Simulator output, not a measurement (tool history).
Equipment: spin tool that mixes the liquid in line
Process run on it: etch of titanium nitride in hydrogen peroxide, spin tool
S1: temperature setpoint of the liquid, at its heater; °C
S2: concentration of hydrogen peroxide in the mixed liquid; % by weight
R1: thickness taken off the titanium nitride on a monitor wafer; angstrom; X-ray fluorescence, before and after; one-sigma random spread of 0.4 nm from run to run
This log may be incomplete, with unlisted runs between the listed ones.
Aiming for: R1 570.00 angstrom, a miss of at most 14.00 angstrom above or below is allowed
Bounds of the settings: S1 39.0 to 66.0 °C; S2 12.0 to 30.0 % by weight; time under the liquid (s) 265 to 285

{"run": 1, "hour": 0.0, "S1": 55.0, "S2": 23.0, "time under the liquid (s)": 265, "R1": 316.7}
{"run": 2, "hour": 7.2, "S1": 55.0, "S2": 23.0, "time under the liquid (s)": 265, "R1": 314.06}
{"run": 3, "hour": 13.7, "S1": 56.5, "S2": 23.0, "time under the liquid (s)": 265, "R1": 345.31}
{"run": 4, "hour": 16.5, "S1": 56.5, "S2": 23.0, "time under the liquid (s)": 265, "R1": 346.77}
{"run": 5, "hour": 22.8, "S1": 56.5, "S2": 23.0, "time under the liquid (s)": 265, "R1": 350.9}
{"run": 6, "hour": 24.8, "S1": 57.5, "S2": 23.0, "time under the liquid (s)": 265, "R1": 372.28}
{"run": 7, "hour": 31.8, "S1": 65.0, "S2": 23.0, "time under the liquid (s)": 265, "R1": 614.96}
{"run": 8, "hour": 34.6, "S1": 64.5, "S2": 23.0, "time under the liquid (s)": 265, "R1": 596.39}

Which single option among these 5 for the next run brings every result within its allowed miss of target? Just one does.
{"run": "A", "hour": 37.4, "S1": 62.5, "S2": 19.5, "time under the liquid (s)": 280, "R1": "?"}
{"run": "B", "hour": 37.4, "S1": 63.5, "S2": 26.0, "time under the liquid (s)": 265, "R1": "?"}
{"run": "C", "hour": 37.4, "S1": 64.5, "S2": 25.0, "time under the liquid (s)": 265, "R1": "?"}
{"run": "D", "hour": 37.4, "S1": 63.0, "S2": 22.5, "time under the liquid (s)": 265, "R1": "?"}
{"run": "E", "hour": 37.4, "S1": 63.0, "S2": 27.5, "time under the liquid (s)": 285, "R1": "?"}

move=A R1=529.41
move=B R1=570.02
move=C R1=603.93
move=D R1=534.27
move=E R1=600.30
A: carries the result that was furthest off beyond its target, to the other side
B: in spec on every target
C: further off than the last run
D: carries the result that was furthest off beyond its target, to the other side
E: further off than the last run
Move B is the one to make.

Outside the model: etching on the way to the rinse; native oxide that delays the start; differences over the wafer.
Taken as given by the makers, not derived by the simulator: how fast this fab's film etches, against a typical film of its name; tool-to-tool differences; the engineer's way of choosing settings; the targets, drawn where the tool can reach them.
